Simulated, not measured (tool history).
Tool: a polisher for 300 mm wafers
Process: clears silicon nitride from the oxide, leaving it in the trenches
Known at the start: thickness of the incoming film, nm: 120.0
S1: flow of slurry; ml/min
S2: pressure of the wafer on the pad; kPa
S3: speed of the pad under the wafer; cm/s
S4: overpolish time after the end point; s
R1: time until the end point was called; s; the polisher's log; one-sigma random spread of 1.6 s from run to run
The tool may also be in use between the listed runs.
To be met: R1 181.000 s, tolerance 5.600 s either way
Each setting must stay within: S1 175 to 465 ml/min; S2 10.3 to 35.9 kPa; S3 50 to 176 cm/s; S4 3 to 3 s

run,hour,S1,S2,S3,S4,R1
1,0.0,295,22.8,112,3,105.660
2,1.5,295,22.8,112,3,104.640
3,5.0,255,22.8,112,3,105.040
4,6.9,255,25.5,112,3,97.994
5,15.3,255,25.5,96,3,112.190
6,18.9,255,31.0,96,3,98.053
7,26.7,255,28.3,94,3,108.620
8,33.6,255,28.3,94,3,107.520
9,34.8,255,25.5,94,3,115.660
10,43.1,255,23.4,94,3,122.750
11,51.7,255,16.5,92,3,156.280
12,59.8,255,11.7,90,3,191.790

Next run, 5 choices. One meets every target within its allowed miss, the rest don't. Which?
A,67.9,205,14.5,96,3,?
B,67.9,205,12.4,96,3,?
C,67.9,245,11.7,90,3,?
D,67.9,270,10.3,90,3,?
E,67.9,275,12.4,78,3,?

move,R1
A,163.780
B,177.820
C,190.010
D,199.610
E,208.830
A: takes the biggest miss from the last run beyond its target
B: in spec on every target
C: nearer than the last run, and not there yet
D: lands further from the targets than the last run did
E: lands further from the targets than the last run did
Move B is the one to make.

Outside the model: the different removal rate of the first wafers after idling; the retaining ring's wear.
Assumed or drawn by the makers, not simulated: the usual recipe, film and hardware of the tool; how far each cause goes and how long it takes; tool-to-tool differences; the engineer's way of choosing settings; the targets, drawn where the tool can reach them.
